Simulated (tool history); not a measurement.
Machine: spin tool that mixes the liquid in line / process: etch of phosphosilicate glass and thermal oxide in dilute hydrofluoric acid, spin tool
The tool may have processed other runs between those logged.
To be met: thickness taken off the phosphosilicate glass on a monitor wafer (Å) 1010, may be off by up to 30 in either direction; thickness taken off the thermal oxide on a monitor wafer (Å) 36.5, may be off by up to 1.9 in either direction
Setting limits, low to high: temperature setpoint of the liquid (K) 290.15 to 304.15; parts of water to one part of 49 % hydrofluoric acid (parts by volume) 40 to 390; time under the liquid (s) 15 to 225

run,hour,temperature setpoint of the liquid (K),parts of water to one part of 49 % hydrofluoric acid (parts by volume),time under the liquid (s),thickness taken off the phosphosilicate glass on a monitor wafer (Å),thickness taken off the thermal oxide on a monitor wafer (Å)
1,0,296.15,215,115,515.86,18.349
2,7.5,296.15,175,115,662.69,23.893
3,12.8,298.15,175,115,725.04,26.177
4,14.9,299.65,170,115,788.95,28.851
5,20.3,300.65,165,115,860.67,30.058
6,27.3,301.15,160,115,896.1,31.783
7,28.5,301.65,160,115,910.24,32.487
# hour 33.9: thermometer replaced
8,33.9,304.15,155,115,1110.5,39.591
9,42.2,303.65,155,115,1080.4,38.766
10,51.2,303.15,155,115,1076,37.981

Of the 4 settings listed for the next run, only one would bring every result within its allowed miss of target. Which one?
A,60.2,298.65,145,120,?,?
B,60.2,293.15,160,155,?,?
C,60.2,304.15,160,125,?,?
D,60.2,295.15,120,120,?,?

move,thickness taken off the phosphosilicate glass on a monitor wafer (Å),thickness taken off the thermal oxide on a monitor wafer (Å)
A,1007.2,36.496
B,937.5,33.97
C,1140.7,41.334
D,1093.9,39.637
A: hits every target within its allowed miss
B: takes the biggest miss from the last run beyond its target
C: lands further from the targets than the last run did
D: lands further from the targets than the last run did
Go with A: it meets all targets.
